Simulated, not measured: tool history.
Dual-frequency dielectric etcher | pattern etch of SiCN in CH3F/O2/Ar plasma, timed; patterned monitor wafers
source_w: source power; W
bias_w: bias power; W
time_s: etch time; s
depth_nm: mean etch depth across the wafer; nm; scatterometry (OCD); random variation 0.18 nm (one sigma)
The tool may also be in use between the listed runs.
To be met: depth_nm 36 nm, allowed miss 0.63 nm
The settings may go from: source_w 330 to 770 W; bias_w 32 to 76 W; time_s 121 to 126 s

run,hour,source_w,bias_w,time_s,depth_nm
1,0,550,54,121,46.168
2,2.4,550,47,121,43.949
3,6.2,550,47,121,43.273
4,13.4,490,45,121,41.206
5,14.6,420,45,121,39.283
6,21,420,45,126,40.718
7,22.7,400,43,126,39.594
8,29.8,380,41,126,37.817
9,34.8,370,41,126,37.608
10,40.6,360,41,126,37.375
11,47.2,330,38,125.5,34.781

Which of these 4 next moves meets every target?
A,53.8,350,37,121.5,?
B,53.8,330,38,121.5,?
C,53.8,390,39,121.5,?
D,53.8,330,36,125.5,?

move,depth_nm
A,34.082
B,33.871
C,36.044
D,34.174
A: further off than the last run
B: further off than the last run
C: meets every target
D: further off than the last run
Move C is the one to make.
